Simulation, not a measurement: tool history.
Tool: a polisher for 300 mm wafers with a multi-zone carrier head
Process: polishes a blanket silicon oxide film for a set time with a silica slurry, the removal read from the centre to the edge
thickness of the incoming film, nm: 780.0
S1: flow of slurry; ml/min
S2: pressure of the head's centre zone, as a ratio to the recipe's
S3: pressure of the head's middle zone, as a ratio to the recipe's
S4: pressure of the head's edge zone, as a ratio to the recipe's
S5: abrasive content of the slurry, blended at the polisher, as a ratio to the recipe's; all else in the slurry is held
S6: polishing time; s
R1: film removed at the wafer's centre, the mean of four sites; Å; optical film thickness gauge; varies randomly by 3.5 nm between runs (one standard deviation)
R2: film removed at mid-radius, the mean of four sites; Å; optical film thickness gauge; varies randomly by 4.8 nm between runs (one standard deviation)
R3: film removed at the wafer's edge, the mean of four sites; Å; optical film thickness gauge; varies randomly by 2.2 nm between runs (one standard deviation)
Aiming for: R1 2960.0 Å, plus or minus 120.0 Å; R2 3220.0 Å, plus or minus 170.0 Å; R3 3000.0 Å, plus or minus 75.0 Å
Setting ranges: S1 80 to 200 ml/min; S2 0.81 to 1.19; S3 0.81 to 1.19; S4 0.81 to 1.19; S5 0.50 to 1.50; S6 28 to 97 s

run,day,S1,S2,S3,S4,S5,S6,R1,R2,R3
1,0.000,130,1.00,1.00,1.00,1.00,62,1719.1,1753.8,1799.9
2,0.092,140,1.01,1.04,1.03,1.15,65,2028.3,2099.8,2149.5
3,0.275,140,1.01,1.04,1.03,1.15,78,2393.6,2536.5,2547.6
4,0.388,150,1.03,1.07,1.05,1.15,78,2582.9,2591.8,2624.3
5,0.662,170,1.03,1.07,1.05,1.15,78,2675.7,2764.7,2657.1
6,0.938,175,1.03,1.09,1.07,1.15,78,2640.6,2778.4,2706.5
7,1.021,180,1.03,1.11,1.08,1.20,78,2775.4,2848.4,2787.2
8,1.162,185,1.02,1.12,1.07,1.25,78,2819.8,2980.4,2859.4
9,1.279,190,1.02,1.13,1.07,1.25,78,2796.4,3081.7,2905.3

Pick the move, out of 5, that brings all results within their allowed miss; only one does.
A,1.396,195,1.00,1.13,1.13,1.25,75,?,?,?
B,1.396,195,1.08,1.13,1.04,1.25,76,?,?,?
C,1.396,200,0.91,1.19,0.97,1.25,78,?,?,?
D,1.396,185,1.00,1.09,0.96,1.40,80,?,?,?
E,1.396,175,1.09,1.08,1.07,1.30,77,?,?,?

move,R1,R2,R3
A,2726.2,2904.5,2792.2
B,2985.2,2942.3,2744.5
C,2594.8,3162.6,2757.3
D,3030.0,3146.8,2943.9
E,3027.0,2865.7,2817.8
A: its largest miss is bigger than the last run's
B: gets the furthest-off result to its target, but another result is out of tolerance
C: its largest miss is bigger than the last run's
D: meets every target
E: gets the furthest-off result to its target, but another result is out of tolerance
Go with D: it meets all targets.
